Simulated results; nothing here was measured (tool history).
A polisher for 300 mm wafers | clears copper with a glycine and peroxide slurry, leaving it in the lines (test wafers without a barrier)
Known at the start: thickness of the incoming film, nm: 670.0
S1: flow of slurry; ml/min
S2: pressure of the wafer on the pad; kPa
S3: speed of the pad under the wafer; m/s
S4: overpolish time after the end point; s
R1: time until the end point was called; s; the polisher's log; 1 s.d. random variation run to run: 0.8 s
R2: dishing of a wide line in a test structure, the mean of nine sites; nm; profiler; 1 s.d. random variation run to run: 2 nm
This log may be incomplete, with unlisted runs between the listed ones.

run	day	S1	S2	S3	S4	R1	R2
1	0.000	310	17.9	0.98	20	128.450	64.847
2	0.350	310	17.9	0.98	27	129.900	78.973
3	0.592	310	19.3	0.98	27	124.260	83.586
4	0.696	310	15.9	0.98	27	140.100	76.365
5	1.008	310	15.9	0.88	27	151.540	74.504
6	1.375	365	15.9	0.88	27	149.290	74.757
7	1.708	365	15.9	0.88	27	149.400	76.206
8	1.779	370	17.9	0.90	27	137.600	80.320
# day 1.933: slurry nozzle cleaned
9	1.933	370	20.0	0.92	27	126.300	85.275
10	2.029	375	24.8	1.04	27	99.491	96.425
11	2.358	375	25.5	1.04	27	97.745	95.842
12	2.475	375	26.2	1.06	28	94.690	99.619
13	2.658	375	26.9	1.08	29	92.813	102.060

Expected results for the next run?
14	2.767	375	26.9	1.10	29	?	?

{"run 14": {"R1": 91.392, "R2": 105.2}}
